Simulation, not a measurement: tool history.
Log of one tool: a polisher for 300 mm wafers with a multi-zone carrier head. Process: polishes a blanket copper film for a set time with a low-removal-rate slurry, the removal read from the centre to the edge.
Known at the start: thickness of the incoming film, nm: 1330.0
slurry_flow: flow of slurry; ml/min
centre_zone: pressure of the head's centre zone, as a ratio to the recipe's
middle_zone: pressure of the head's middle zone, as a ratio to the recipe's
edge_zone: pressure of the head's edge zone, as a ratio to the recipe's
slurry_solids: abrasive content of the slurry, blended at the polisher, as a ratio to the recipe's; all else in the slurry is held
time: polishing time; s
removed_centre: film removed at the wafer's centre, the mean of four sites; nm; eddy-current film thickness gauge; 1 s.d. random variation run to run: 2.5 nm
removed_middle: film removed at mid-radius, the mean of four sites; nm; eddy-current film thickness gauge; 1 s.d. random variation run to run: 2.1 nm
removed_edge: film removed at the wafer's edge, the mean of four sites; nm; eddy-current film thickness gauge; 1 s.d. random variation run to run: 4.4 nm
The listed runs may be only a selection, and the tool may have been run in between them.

{"run": 1, "hour": 0.0, "slurry_flow": 155, "centre_zone": 1, "middle_zone": 1, "edge_zone": 1, "slurry_solids": 1, "time": 78, "removed_centre": 229.02, "removed_middle": 231.36, "removed_edge": 227.21}
{"run": 2, "hour": 6.2, "slurry_flow": 155, "centre_zone": 1, "middle_zone": 1, "edge_zone": 1.07, "slurry_solids": 1, "time": 78, "removed_centre": 227.02, "removed_middle": 231.07, "removed_edge": 230.51}
{"run": 3, "hour": 10.1, "slurry_flow": 155, "centre_zone": 1, "middle_zone": 1.04, "edge_zone": 1.07, "slurry_solids": 1, "time": 78, "removed_centre": 233.55, "removed_middle": 237.93, "removed_edge": 230.83}
{"run": 4, "hour": 13.5, "slurry_flow": 160, "centre_zone": 0.99, "middle_zone": 1.04, "edge_zone": 1.08, "slurry_solids": 1.05, "time": 79, "removed_centre": 238.32, "removed_middle": 244.7, "removed_edge": 240.56}
{"run": 5, "hour": 21.8, "slurry_flow": 160, "centre_zone": 0.99, "middle_zone": 1.04, "edge_zone": 1.08, "slurry_solids": 1.05, "time": 91, "removed_centre": 274.02, "removed_middle": 280.92, "removed_edge": 274.91}
{"run": 6, "hour": 29.8, "slurry_flow": 160, "centre_zone": 0.99, "middle_zone": 1.04, "edge_zone": 1.08, "slurry_solids": 1.05, "time": 81, "removed_centre": 240.84, "removed_middle": 252.73, "removed_edge": 250.81}
{"hour": 31.6, "done": "edge zone pressure recalibrated"}
{"run": 7, "hour": 31.6, "slurry_flow": 170, "centre_zone": 0.99, "middle_zone": 1.05, "edge_zone": 1.09, "slurry_solids": 1.05, "time": 81, "removed_centre": 245.29, "removed_middle": 255.89, "removed_edge": 255.12}
{"run": 8, "hour": 34.7, "slurry_flow": 175, "centre_zone": 0.99, "middle_zone": 1.06, "edge_zone": 1.09, "slurry_solids": 1.05, "time": 81, "removed_centre": 246.93, "removed_middle": 256.76, "removed_edge": 258.16}
{"run": 9, "hour": 42.1, "slurry_flow": 175, "centre_zone": 0.99, "middle_zone": 1.06, "edge_zone": 1.09, "slurry_solids": 1.05, "time": 81, "removed_centre": 244.74, "removed_middle": 260.95, "removed_edge": 254.9}
{"run": 10, "hour": 49.3, "slurry_flow": 180, "centre_zone": 1, "middle_zone": 1.06, "edge_zone": 1.1, "slurry_solids": 1.05, "time": 81, "removed_centre": 248.05, "removed_middle": 261.16, "removed_edge": 265.5}
{"run": 11, "hour": 54.3, "slurry_flow": 185, "centre_zone": 1.01, "middle_zone": 1.07, "edge_zone": 1.1, "slurry_solids": 1.05, "time": 81, "removed_centre": 254.5, "removed_middle": 266.15, "removed_edge": 267.77}
{"run": 12, "hour": 61.8, "slurry_flow": 190, "centre_zone": 1.01, "middle_zone": 1.08, "edge_zone": 1.1, "slurry_solids": 1.05, "time": 81, "removed_centre": 253.76, "removed_middle": 265.8, "removed_edge": 261.81}
{"run": 13, "hour": 65.5, "slurry_flow": 190, "centre_zone": 1.01, "middle_zone": 1.08, "edge_zone": 1.1, "slurry_solids": 1.05, "time": 81, "removed_centre": 254.79, "removed_middle": 269.13, "removed_edge": 266.52}
{"run": 14, "hour": 72.9, "slurry_flow": 195, "centre_zone": 1.01, "middle_zone": 1.09, "edge_zone": 1.11, "slurry_solids": 1.05, "time": 81, "removed_centre": 262.23, "removed_middle": 271.62, "removed_edge": 259.52}
{"run": 15, "hour": 73.8, "slurry_flow": 200, "centre_zone": 1.01, "middle_zone": 1.09, "edge_zone": 1.12, "slurry_solids": 1.1, "time": 81, "removed_centre": 262.14, "removed_middle": 275.04, "removed_edge": 269.56}

Expected results for the next run?
{"run": 16, "hour": 75.3, "slurry_flow": 205, "centre_zone": 1.01, "middle_zone": 1.09, "edge_zone": 1.13, "slurry_solids": 1.1, "time": 81, "removed_centre": "?", "removed_middle": "?", "removed_edge": "?"}

For run 16 the tool returned removed_centre 261.36 nm, removed_middle 277.7 nm, removed_edge 273.37 nm.

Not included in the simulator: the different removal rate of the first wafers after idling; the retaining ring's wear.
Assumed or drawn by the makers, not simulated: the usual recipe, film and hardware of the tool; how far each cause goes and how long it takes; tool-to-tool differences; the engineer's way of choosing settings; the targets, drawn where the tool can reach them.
